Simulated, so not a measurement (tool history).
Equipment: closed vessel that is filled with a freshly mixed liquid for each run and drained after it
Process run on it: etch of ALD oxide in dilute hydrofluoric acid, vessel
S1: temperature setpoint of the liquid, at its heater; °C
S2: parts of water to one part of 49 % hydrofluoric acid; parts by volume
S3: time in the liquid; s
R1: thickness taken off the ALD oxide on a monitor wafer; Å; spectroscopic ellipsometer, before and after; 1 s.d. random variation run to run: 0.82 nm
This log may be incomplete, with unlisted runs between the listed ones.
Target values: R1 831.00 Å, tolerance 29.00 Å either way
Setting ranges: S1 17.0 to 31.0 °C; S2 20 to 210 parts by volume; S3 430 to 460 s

| run | hour | S1 | S2 | S3 | R1 |
|---|---|---|---|---|---|
| 1 | 0.0 | 23.0 | 115 | 430 | 518.55 |
| 2 | 8.5 | 23.5 | 115 | 430 | 517.61 |
| 3 | 16.5 | 24.0 | 110 | 430 | 555.12 |
| 4 | 25.4 | 24.0 | 140 | 430 | 425.65 |
| 5 | 29.5 | 24.0 | 155 | 430 | 383.15 |
| 6 | 33.9 | 24.5 | 150 | 430 | 400.29 |
| 7 | 37.3 | 25.0 | 145 | 430 | 418.37 |
| 8 | 38.2 | 25.5 | 140 | 430 | 449.78 |
| 9 | 42.4 | 29.5 | 90 | 430 | 877.81 |

Next run, 4 choices. One meets every target within its allowed miss, the rest don't. Which?
| A | 46.6 | 21.0 | 80 | 455 | ? |
| B | 46.6 | 30.0 | 90 | 450 | ? |
| C | 46.6 | 31.0 | 100 | 440 | ? |
| D | 46.6 | 27.5 | 85 | 460 | ? |

| move | R1 |
|---|---|
| A | 752.95 |
| B | 932.59 |
| C | 839.83 |
| D | 923.59 |
A: takes the result that was furthest off past its target
B: the biggest miss grows against the last run
C: every result within its allowed miss
D: the biggest miss grows against the last run
C meets every target.
